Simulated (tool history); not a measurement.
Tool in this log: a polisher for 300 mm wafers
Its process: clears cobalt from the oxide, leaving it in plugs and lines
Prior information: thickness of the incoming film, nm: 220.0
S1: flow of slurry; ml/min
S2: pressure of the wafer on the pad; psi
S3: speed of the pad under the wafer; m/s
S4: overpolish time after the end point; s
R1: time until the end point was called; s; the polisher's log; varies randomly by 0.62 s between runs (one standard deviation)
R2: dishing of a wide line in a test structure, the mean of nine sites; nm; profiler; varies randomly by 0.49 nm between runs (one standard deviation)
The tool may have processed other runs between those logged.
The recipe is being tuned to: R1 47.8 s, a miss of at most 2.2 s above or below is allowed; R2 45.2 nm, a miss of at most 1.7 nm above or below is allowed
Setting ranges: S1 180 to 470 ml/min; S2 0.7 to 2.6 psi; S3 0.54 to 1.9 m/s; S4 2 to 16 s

{"run": 1, "hour": 0.0, "S1": 300, "S2": 1.6, "S3": 1.22, "S4": 8, "R1": 37.585, "R2": 35.93}
{"run": 2, "hour": 6.7, "S1": 300, "S2": 1.5, "S3": 1.22, "S4": 9, "R1": 40.53, "R2": 37.822}
{"run": 3, "hour": 15.6, "S1": 300, "S2": 1.4, "S3": 1.22, "S4": 10, "R1": 42.259, "R2": 38.926}
{"run": 4, "hour": 24.2, "S1": 300, "S2": 1.4, "S3": 1.44, "S4": 10, "R1": 36.464, "R2": 43.027}
{"run": 5, "hour": 31.3, "S1": 300, "S2": 1.3, "S3": 1.42, "S4": 11, "R1": 39.196, "R2": 43.434}
{"run": 6, "hour": 36.6, "S1": 300, "S2": 1.5, "S3": 1.42, "S4": 11, "R1": 33.72, "R2": 47.776}
{"run": 7, "hour": 44.8, "S1": 300, "S2": 1.4, "S3": 1.42, "S4": 12, "R1": 37.467, "R2": 48.35}
{"run": 8, "hour": 51.8, "S1": 300, "S2": 1, "S3": 1.4, "S4": 14, "R1": 50.779, "R2": 43.281}

Pick the move, out of 5, that brings all results within their allowed miss; only one does.
{"run": "A", "hour": 58.8, "S1": 365, "S2": 1.1, "S3": 1.34, "S4": 14, "R1": "?", "R2": "?"}
{"run": "B", "hour": 58.8, "S1": 405, "S2": 0.8, "S3": 1.8, "S4": 13, "R1": "?", "R2": "?"}
{"run": "C", "hour": 58.8, "S1": 340, "S2": 1, "S3": 1.4, "S4": 13, "R1": "?", "R2": "?"}
{"run": "D", "hour": 58.8, "S1": 295, "S2": 0.9, "S3": 1.52, "S4": 14, "R1": "?", "R2": "?"}
{"run": "E", "hour": 58.8, "S1": 270, "S2": 0.8, "S3": 1.66, "S4": 14, "R1": "?", "R2": "?"}

move=A R1=47.807 R2=44.84
move=B R1=48.135 R2=42.434
move=C R1=50.46 R2=41.066
move=D R1=52.127 R2=42.286
move=E R1=53.933 R2=41.297
A: hits every target within its allowed miss
B: puts the biggest miss on target and leaves a different result outside tolerance
C: further off than the last run
D: further off than the last run
E: further off than the last run
So the answer is move A, the one that meets all the targets.

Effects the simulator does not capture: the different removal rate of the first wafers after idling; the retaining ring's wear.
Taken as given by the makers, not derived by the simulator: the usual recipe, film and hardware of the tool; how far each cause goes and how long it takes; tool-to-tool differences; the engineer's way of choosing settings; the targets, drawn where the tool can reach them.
